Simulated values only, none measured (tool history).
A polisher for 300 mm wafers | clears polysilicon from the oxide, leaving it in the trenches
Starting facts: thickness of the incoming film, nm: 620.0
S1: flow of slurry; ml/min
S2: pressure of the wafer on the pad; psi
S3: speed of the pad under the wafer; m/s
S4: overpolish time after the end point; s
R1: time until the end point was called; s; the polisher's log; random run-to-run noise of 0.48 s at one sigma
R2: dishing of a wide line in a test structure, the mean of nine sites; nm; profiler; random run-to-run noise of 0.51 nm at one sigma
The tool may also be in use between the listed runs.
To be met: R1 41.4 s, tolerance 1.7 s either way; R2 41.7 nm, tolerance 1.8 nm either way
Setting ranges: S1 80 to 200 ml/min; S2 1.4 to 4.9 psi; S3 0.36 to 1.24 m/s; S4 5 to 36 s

run 1 hour=0 | S1=130 S2=3.1 S3=0.8 S4=18 | R1=48.212 R2=47.596
run 2 hour=5.7 | S1=135 S2=3.2 S3=0.8 S4=16 | R1=48.32 R2=47.675
run 3 hour=12.5 | S1=125 S2=3.3 S3=0.82 S4=14 | R1=46.187 R2=46.452
run 4 hour=13.7 | S1=125 S2=2.9 S3=0.82 S4=14 | R1=49.863 R2=46.894
run 5 hour=18.8 | S1=125 S2=2.9 S3=0.82 S4=11 | R1=50.539 R2=44.604
run 6 hour=20.1 | S1=120 S2=3 S3=0.82 S4=10 | R1=49.694 R2=43.219
run 7 hour=26.1 | S1=120 S2=3.1 S3=0.82 S4=9 | R1=47.393 R2=43.342
run 8 hour=32.8 | S1=120 S2=3.2 S3=0.82 S4=8 | R1=46.451 R2=41.882
run 9 hour=34.6 | S1=120 S2=3.3 S3=0.82 S4=8 | R1=46.081 R2=41.783
run 10 hour=42.5 | S1=120 S2=3.4 S3=0.82 S4=8 | R1=44.981 R2=41.558
run 11 hour=47.6 | S1=120 S2=3.6 S3=0.82 S4=9 | R1=42.879 R2=44.689
run 12 hour=48.7 | S1=125 S2=3.3 S3=0.92 S4=5 | R1=41.468 R2=35.807
run 13 hour=52.4 | S1=110 S2=3.6 S3=0.86 S4=9 | R1=41.192 R2=43.83
run 14 hour=57.5 | S1=115 S2=3.6 S3=0.86 S4=9 | R1=41.916 R2=43.685
run 15 hour=60 | S1=120 S2=3.6 S3=0.86 S4=9 | R1=40.484 R2=44.024

Pick the move, out of 4, that brings all results within their allowed miss; only one does.
run A hour=62.5 | S1=130 S2=3 S3=1.06 S4=5 | R1=? R2=?
run B hour=62.5 | S1=155 S2=3.6 S3=0.8 S4=7 | R1=? R2=?
run C hour=62.5 | S1=110 S2=3 S3=0.9 S4=8 | R1=? R2=?
run D hour=62.5 | S1=130 S2=4.4 S3=0.7 S4=15 | R1=? R2=?

move=A R1=41.237 R2=37.447
move=B R1=41.822 R2=42.589
move=C R1=47.389 R2=42.71
move=D R1=39.178 R2=49.396
A: pushes the last run's worst result past its target
B: hits every target within its allowed miss
C: gets the furthest-off result to its target, but another result is out of tolerance
D: its largest miss is bigger than the last run's
The move that meets every target is B.
